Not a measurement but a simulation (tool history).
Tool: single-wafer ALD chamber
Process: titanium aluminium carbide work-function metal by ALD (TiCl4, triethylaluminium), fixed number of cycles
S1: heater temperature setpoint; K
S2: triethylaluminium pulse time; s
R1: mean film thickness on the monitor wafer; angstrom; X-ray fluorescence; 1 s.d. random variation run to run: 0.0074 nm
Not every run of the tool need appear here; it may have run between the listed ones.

run  hour      S1    S2      R1
  1   0.0  558.15  7.12  16.589
  2   5.9  562.15  7.41  17.056
  3   9.4  562.15  8.76  17.581
  4  16.9  558.15  8.76  17.119
  5  25.4  568.15  8.76  18.025
  6  26.8  570.15  8.84  18.125
  7  33.9  572.15  8.95  18.412
  8  40.9  573.15  9.00  18.583

The next listed run, before its measurement:
  9  46.5  574.15  9.03   ?

For run 9 the tool returned R1 18.549 angstrom.
